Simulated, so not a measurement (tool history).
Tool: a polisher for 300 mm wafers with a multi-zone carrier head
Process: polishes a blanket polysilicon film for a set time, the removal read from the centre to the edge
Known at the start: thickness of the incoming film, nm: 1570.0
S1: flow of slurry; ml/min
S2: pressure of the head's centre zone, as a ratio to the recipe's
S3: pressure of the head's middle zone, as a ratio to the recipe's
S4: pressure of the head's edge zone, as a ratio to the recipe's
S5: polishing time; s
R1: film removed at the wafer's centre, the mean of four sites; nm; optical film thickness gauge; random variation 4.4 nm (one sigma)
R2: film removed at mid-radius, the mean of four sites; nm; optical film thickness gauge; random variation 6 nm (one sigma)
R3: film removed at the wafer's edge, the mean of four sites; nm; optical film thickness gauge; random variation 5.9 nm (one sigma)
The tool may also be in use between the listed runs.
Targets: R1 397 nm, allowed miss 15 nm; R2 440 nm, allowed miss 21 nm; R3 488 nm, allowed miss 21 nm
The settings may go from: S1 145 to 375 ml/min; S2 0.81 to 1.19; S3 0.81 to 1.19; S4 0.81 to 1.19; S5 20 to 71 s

Run 1, hour 0: S1 240 ml/min, S2 1, S3 1, S4 1, S5 45 s. Result: R1 482.38 nm, R2 492.13 nm, R3 499.5 nm.
Run 2, hour 4.8: S1 240 ml/min, S2 1, S3 1, S4 1, S5 56 s. Result: R1 612.44 nm, R2 625.2 nm, R3 633.12 nm.
Run 3, hour 10.9: S1 230 ml/min, S2 0.96, S3 0.97, S4 0.99, S5 53 s. Result: R1 552.48 nm, R2 556.29 nm, R3 575.18 nm.
Run 4, hour 19.2: S1 225 ml/min, S2 0.92, S3 0.96, S4 1.02, S5 51 s. Result: R1 508.19 nm, R2 530.17 nm, R3 567.02 nm.
Run 5, hour 20.2: S1 220 ml/min, S2 0.89, S3 0.95, S4 1.02, S5 49 s. Result: R1 469.46 nm, R2 508.68 nm, R3 529.33 nm.
Run 6, hour 27.5: S1 220 ml/min, S2 0.95, S3 0.95, S4 1.02, S5 49 s. Result: R1 494.79 nm, R2 505.87 nm, R3 551.14 nm.
Run 7, hour 31.1: S1 210 ml/min, S2 0.91, S3 0.94, S4 1.02, S5 48 s. Result: R1 474.02 nm, R2 490.77 nm, R3 530.02 nm.
Run 8, hour 38: S1 210 ml/min, S2 0.89, S3 0.93, S4 1.03, S5 47 s. Result: R1 437.84 nm, R2 478.62 nm, R3 520.23 nm.
Run 9, hour 41: S1 210 ml/min, S2 0.89, S3 0.93, S4 1.03, S5 47 s. Result: R1 452.78 nm, R2 468.72 nm, R3 518.07 nm.
Run 10, hour 41.9: S1 210 ml/min, S2 0.87, S3 0.93, S4 1.04, S5 46 s. Result: R1 421.45 nm, R2 471.58 nm, R3 508.99 nm.
Run 11, hour 44.9: S1 210 ml/min, S2 0.86, S3 0.92, S4 1.04, S5 46 s. Result: R1 418.25 nm, R2 465.95 nm, R3 507.4 nm.

Which of these 4 next moves meets every target?
Run A, hour 47.9: S1 180 ml/min, S2 0.88, S3 1.01, S4 0.94, S5 47 s. Result: R1 ?, R2 ?, R3 ?.
Run B, hour 47.9: S1 230 ml/min, S2 0.83, S3 0.98, S4 1.04, S5 44 s. Result: R1 ?, R2 ?, R3 ?.
Run C, hour 47.9: S1 160 ml/min, S2 0.92, S3 0.81, S4 1.03, S5 50 s. Result: R1 ?, R2 ?, R3 ?.
Run D, hour 47.9: S1 155 ml/min, S2 0.87, S3 0.92, S4 1.01, S5 46 s. Result: R1 ?, R2 ?, R3 ?.

move      R1      R2      R3
   A  428.07  509.45  495.68
   B   394.8  483.73  496.77
   C  463.08  440.57  538.23
   D  399.81  447.15  488.24
A: further off than the last run
B: brings the result that was furthest off to its target, and leaves another outside
C: further off than the last run
D: meets every target
Move D is the one to make.

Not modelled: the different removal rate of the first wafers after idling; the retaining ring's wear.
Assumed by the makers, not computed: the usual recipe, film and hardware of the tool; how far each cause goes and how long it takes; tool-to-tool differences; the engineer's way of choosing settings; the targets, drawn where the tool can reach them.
